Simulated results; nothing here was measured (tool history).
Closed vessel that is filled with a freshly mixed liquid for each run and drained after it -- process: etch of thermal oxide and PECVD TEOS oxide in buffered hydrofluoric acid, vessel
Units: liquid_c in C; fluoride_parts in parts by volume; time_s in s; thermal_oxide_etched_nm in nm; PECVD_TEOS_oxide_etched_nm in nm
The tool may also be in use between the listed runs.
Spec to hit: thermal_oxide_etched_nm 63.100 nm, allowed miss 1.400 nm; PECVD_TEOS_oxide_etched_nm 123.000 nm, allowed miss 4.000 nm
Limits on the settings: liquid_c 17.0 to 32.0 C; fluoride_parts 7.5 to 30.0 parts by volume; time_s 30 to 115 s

run,hour,liquid_c,fluoride_parts,time_s,thermal_oxide_etched_nm,PECVD_TEOS_oxide_etched_nm
1,0.0,25.0,20.5,60,36.926,69.996
2,3.7,26.0,20.0,60,39.144,76.830
3,10.5,26.0,17.5,60,44.454,88.287
4,13.7,23.0,17.5,60,38.042,73.590
5,20.8,26.5,17.5,60,46.388,90.302
6,28.1,25.0,17.5,60,42.355,83.301
# hour 32.3: thermometer replaced
7,32.3,29.0,17.0,60,50.309,95.018
8,39.0,29.0,16.0,60,53.102,101.980
9,42.9,29.5,15.5,60,55.929,110.480
10,48.8,30.0,15.5,60,58.155,112.690
11,54.0,30.5,15.5,60,58.995,116.610
12,61.3,31.0,15.5,60,60.607,117.670

Which single option among these 5 for the next run brings every result within its allowed miss of target? Just one does.
A,68.6,32.0,22.5,75,?,?
B,68.6,26.5,13.5,65,?,?
C,68.6,29.5,19.5,80,?,?
D,68.6,30.0,16.5,70,?,?
E,68.6,30.5,14.5,55,?,?

move,thermal_oxide_etched_nm,PECVD_TEOS_oxide_etched_nm
A,57.682,111.230
B,59.555,114.840
C,59.938,115.580
D,63.452,122.360
E,58.094,112.020
A: its largest miss is bigger than the last run's
B: its largest miss is bigger than the last run's
C: its largest miss is bigger than the last run's
D: hits every target within its allowed miss
E: its largest miss is bigger than the last run's
D is the move that brings every result within its allowed miss.
